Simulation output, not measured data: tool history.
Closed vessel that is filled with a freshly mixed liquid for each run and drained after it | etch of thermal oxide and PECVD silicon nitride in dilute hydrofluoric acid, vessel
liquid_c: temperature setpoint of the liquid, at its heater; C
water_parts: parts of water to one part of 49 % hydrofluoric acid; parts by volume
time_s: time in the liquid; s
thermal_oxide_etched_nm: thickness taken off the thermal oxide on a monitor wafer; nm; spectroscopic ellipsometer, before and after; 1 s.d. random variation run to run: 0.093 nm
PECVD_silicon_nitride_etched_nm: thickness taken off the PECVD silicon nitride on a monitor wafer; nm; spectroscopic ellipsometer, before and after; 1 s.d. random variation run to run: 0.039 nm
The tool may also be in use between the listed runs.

run  hour  liquid_c  water_parts  time_s  thermal_oxide_etched_nm  PECVD_silicon_nitride_etched_nm
  1     0        25           45     150                   19.009                           11.613
  2   4.5        24           50     150                   16.548                           9.8749
  3   8.2        24           40     150                   21.175                           12.219
  4    13      23.5           45     155                   18.377                           10.875
  5  14.7      22.5           50     160                   16.482                           9.3683
  6  19.1      22.5           40     160                   20.857                             11.8
       28  -- thermometer replaced
  7    28      22.5           45     165                   17.371                           9.1801
  8  34.2      22.5           45     145                   15.147                           8.1156
  9  35.9      22.5           50     150                   13.929                           7.5766
 10  38.1        23           55     150                   12.852                            7.158
 11  39.9        23           55     150                   12.909                           7.0894
 12  41.9      23.5           55     150                   13.214                           7.3315

Run 13 is up next; what results do you expect?
 13  49.2        24           55     150                        ?                                ?

thermal_oxide_etched_nm: 13.623 nm
PECVD_silicon_nitride_etched_nm: 7.6412 nm
